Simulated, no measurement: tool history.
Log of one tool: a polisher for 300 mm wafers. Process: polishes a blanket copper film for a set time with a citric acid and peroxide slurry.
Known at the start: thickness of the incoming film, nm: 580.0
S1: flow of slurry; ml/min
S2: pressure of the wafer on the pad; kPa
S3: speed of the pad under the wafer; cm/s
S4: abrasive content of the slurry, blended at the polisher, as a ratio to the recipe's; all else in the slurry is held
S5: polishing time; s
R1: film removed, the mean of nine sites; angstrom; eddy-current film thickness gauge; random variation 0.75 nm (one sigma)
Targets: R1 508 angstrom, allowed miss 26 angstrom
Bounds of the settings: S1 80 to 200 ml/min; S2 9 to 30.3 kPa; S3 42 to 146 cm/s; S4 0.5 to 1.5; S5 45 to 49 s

run  hour   S1    S2  S3   S4  S5      R1
  1     0  130  19.3  94    1  49  1070.4
  2   6.4  130  19.3  94    1  45  984.16
  3  15.1  130  17.2  94    1  45  886.95
  4  20.4  130  14.5  90    1  45   735.1
  5  27.8  130  13.1  88    1  45  657.44
  6  36.6  130  13.1  88  1.1  45  664.55
  7  44.3  130  11.7  88  1.1  45  591.48
  8  45.3  130    11  88  1.1  45  563.56
  9  49.5  125     9  88  1.1  45   454.9
 10  57.1  125     9  88  1.1  45  457.74
 11  62.2  130    11  88  1.1  45  564.53
 12  69.8  125    11  88  1.1  45  567.23

Which of these 5 next moves meets every target?
  A  77.4  125     9  134  1.25  46   ?
  B  77.4  130  10.3   86     1  49   ?
  C  77.4  110    11   72   1.5  47   ?
  D  77.4  145  12.4   80   1.2  48   ?
  E  77.4   95  11.7   94  1.25  48   ?

move      R1
   A  698.78
   B  547.15
   C  504.46
   D   630.5
   E  648.17
A: further off than the last run
B: nearer than the last run, and not there yet
C: meets every target
D: further off than the last run
E: further off than the last run
Answer: C

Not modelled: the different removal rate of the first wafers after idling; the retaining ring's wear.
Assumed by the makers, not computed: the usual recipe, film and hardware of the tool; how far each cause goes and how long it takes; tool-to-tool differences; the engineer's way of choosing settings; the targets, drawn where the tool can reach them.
